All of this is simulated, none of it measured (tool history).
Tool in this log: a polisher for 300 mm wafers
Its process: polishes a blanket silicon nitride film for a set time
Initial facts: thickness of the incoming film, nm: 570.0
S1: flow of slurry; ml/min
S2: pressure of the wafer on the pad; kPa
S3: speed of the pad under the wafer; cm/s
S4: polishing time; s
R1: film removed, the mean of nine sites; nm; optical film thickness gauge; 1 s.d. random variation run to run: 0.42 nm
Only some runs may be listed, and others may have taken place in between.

run	hour	S1	S2	S3	S4	R1
1	0	275	18.6	96	35	37.839
2	5.3	280	22.1	96	35	42.193
3	7.6	280	24.1	104	35	47.485
4	8.8	285	25.5	112	35	52.355
5	12.7	285	21.4	112	35	46.382
6	19.7	245	21.4	112	35	46.019
7	26.2	245	23.4	116	35	49.737

What does the tool deliver on the next run?
8	32.7	275	28.3	128	35	?

R1: 62.142 nm

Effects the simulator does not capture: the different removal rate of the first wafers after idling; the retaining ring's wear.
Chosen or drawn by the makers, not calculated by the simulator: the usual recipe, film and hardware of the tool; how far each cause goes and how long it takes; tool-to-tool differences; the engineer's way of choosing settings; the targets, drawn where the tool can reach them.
